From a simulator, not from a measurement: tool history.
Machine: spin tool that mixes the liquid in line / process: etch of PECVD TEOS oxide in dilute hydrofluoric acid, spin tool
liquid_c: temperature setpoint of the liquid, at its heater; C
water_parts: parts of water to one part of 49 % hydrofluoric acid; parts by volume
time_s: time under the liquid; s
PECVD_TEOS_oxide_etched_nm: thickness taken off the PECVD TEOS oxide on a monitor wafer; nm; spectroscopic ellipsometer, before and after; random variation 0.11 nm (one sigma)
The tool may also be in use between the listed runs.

run 1 hour=0.0 | liquid_c=23.0 water_parts=275 time_s=270 | PECVD_TEOS_oxide_etched_nm=11.5340
run 2 hour=8.6 | liquid_c=24.0 water_parts=275 time_s=270 | PECVD_TEOS_oxide_etched_nm=11.8930
run 3 hour=14.0 | liquid_c=25.0 water_parts=275 time_s=270 | PECVD_TEOS_oxide_etched_nm=12.2960
run 4 hour=20.0 | liquid_c=25.0 water_parts=375 time_s=270 | PECVD_TEOS_oxide_etched_nm=8.1971
run 5 hour=28.9 | liquid_c=26.0 water_parts=360 time_s=270 | PECVD_TEOS_oxide_etched_nm=8.9859
run 6 hour=32.9 | liquid_c=26.5 water_parts=345 time_s=270 | PECVD_TEOS_oxide_etched_nm=9.6527
run 7 hour=38.4 | liquid_c=27.0 water_parts=335 time_s=270 | PECVD_TEOS_oxide_etched_nm=10.1640
run 8 hour=40.7 | liquid_c=27.5 water_parts=325 time_s=270 | PECVD_TEOS_oxide_etched_nm=10.7000

Run 9 has not been measured yet. What should we expect?
run 9 hour=47.6 | liquid_c=27.5 water_parts=325 time_s=270 | PECVD_TEOS_oxide_etched_nm=?

{"run 9": {"PECVD_TEOS_oxide_etched_nm": 10.814}}

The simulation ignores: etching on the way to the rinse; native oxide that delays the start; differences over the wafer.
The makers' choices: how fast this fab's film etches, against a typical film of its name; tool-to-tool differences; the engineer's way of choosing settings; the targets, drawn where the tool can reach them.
